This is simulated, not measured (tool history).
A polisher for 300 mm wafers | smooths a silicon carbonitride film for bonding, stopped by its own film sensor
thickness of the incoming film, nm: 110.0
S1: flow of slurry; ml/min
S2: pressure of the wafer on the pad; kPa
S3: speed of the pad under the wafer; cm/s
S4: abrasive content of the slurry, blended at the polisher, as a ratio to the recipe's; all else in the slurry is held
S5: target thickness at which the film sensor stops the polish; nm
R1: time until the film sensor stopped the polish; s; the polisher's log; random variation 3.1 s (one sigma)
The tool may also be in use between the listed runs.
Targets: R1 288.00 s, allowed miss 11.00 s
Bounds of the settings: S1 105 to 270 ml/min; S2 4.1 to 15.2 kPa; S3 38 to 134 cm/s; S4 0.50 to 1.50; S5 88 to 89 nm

run,day,S1,S2,S3,S4,S5,R1
1,0.000,175,9.7,86,1.00,89,129.33
2,0.079,135,9.7,86,1.00,89,133.28
3,0.321,135,9.7,86,1.10,89,129.51
4,0.583,135,9.7,70,1.10,89,147.84
5,0.646,135,7.6,66,1.10,89,198.80
6,0.854,135,5.5,66,1.10,89,267.02
7,1.112,130,4.8,66,1.10,89,310.79
8,1.246,135,4.8,66,1.10,89,307.62

Which of these 5 next moves meets every target?
A,1.379,195,5.5,60,1.05,88,?
B,1.379,150,4.8,76,1.15,89,?
C,1.379,105,4.8,90,1.00,89,?
D,1.379,105,4.8,66,1.20,88,?
E,1.379,135,6.2,62,1.25,88,?

move,R1
A,293.47
B,265.73
C,266.60
D,334.33
E,255.99
A: meets every target
B: takes the result that was furthest off past its target
C: takes the result that was furthest off past its target
D: further off than the last run
E: takes the result that was furthest off past its target
The right move is A.
